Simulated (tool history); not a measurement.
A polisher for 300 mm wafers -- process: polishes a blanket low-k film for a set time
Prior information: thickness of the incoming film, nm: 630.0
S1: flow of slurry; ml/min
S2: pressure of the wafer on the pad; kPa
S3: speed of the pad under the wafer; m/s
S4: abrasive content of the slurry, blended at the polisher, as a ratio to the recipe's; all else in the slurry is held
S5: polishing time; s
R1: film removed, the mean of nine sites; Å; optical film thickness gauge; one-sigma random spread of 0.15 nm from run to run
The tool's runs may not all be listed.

Run 1, day 0: S1 180 ml/min, S2 9.7 kPa, S3 1.12 m/s, S4 1, S5 43 s. Result: R1 171.28 Å.
Run 2, day 0.125: S1 180 ml/min, S2 9 kPa, S3 1.12 m/s, S4 1, S5 43 s. Result: R1 157.67 Å.
Run 3, day 0.212: S1 180 ml/min, S2 9 kPa, S3 1.12 m/s, S4 1.05, S5 43 s. Result: R1 164.93 Å.
Run 4, day 0.25: S1 180 ml/min, S2 9 kPa, S3 1.12 m/s, S4 1.05, S5 45 s. Result: R1 173.23 Å.
Run 5, day 0.5: S1 205 ml/min, S2 9 kPa, S3 1.12 m/s, S4 1.05, S5 45 s. Result: R1 174.06 Å.
Run 6, day 0.529: S1 250 ml/min, S2 9 kPa, S3 1.12 m/s, S4 1.05, S5 45 s. Result: R1 176.63 Å.
Run 7, day 0.821: S1 250 ml/min, S2 8.3 kPa, S3 1.12 m/s, S4 1.05, S5 45 s. Result: R1 163.91 Å.
Run 8, day 0.9: S1 250 ml/min, S2 7.6 kPa, S3 1.12 m/s, S4 1.05, S5 45 s. Result: R1 146.88 Å.

The next listed run, before its measurement:
Run 9, day 1: S1 250 ml/min, S2 6.9 kPa, S3 1.12 m/s, S4 1.05, S5 45 s. Result: R1 ?.

R1: 140.87 Å
